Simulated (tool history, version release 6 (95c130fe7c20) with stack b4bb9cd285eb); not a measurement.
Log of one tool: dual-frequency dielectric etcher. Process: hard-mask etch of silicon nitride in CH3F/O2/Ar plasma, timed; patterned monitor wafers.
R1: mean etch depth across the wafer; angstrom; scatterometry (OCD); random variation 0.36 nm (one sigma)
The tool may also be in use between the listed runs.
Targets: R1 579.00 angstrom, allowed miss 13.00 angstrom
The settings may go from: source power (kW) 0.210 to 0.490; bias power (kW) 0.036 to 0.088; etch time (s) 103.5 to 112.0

run 1 hour=0.0 | source_power_(kW)=0.350 bias_power_(kW)=0.062 etch_time_(s)=112.0 | R1=659.85
run 2 hour=5.9 | source_power_(kW)=0.350 bias_power_(kW)=0.054 etch_time_(s)=112.0 | R1=631.98
run 3 hour=13.4 | source_power_(kW)=0.380 bias_power_(kW)=0.054 etch_time_(s)=112.0 | R1=657.29
run 4 hour=15.5 | source_power_(kW)=0.410 bias_power_(kW)=0.054 etch_time_(s)=112.0 | R1=662.32
run 5 hour=22.4 | source_power_(kW)=0.410 bias_power_(kW)=0.054 etch_time_(s)=112.0 | R1=675.22
run 6 hour=27.5 | source_power_(kW)=0.470 bias_power_(kW)=0.054 etch_time_(s)=112.0 | R1=702.64
run 7 hour=36.1 | source_power_(kW)=0.430 bias_power_(kW)=0.051 etch_time_(s)=111.5 | R1=673.23
run 8 hour=41.1 | source_power_(kW)=0.400 bias_power_(kW)=0.049 etch_time_(s)=111.0 | R1=648.86
run 9 hour=42.4 | source_power_(kW)=0.380 bias_power_(kW)=0.047 etch_time_(s)=110.5 | R1=629.54
run 10 hour=51.3 | source_power_(kW)=0.360 bias_power_(kW)=0.046 etch_time_(s)=110.0 | R1=607.76

Which of these 5 next moves meets every target?
run A hour=60.2 | source_power_(kW)=0.350 bias_power_(kW)=0.057 etch_time_(s)=110.5 | R1=?
run B hour=60.2 | source_power_(kW)=0.340 bias_power_(kW)=0.048 etch_time_(s)=112.0 | R1=?
run C hour=60.2 | source_power_(kW)=0.390 bias_power_(kW)=0.047 etch_time_(s)=112.0 | R1=?
run D hour=60.2 | source_power_(kW)=0.370 bias_power_(kW)=0.054 etch_time_(s)=111.0 | R1=?
run E hour=60.2 | source_power_(kW)=0.410 bias_power_(kW)=0.038 etch_time_(s)=103.5 | R1=?

move=A R1=639.40
move=B R1=613.96
move=C R1=645.00
move=D R1=647.51
move=E R1=580.01
A: further off than the last run
B: further off than the last run
C: further off than the last run
D: further off than the last run
E: meets every target
Move E is the one to make.
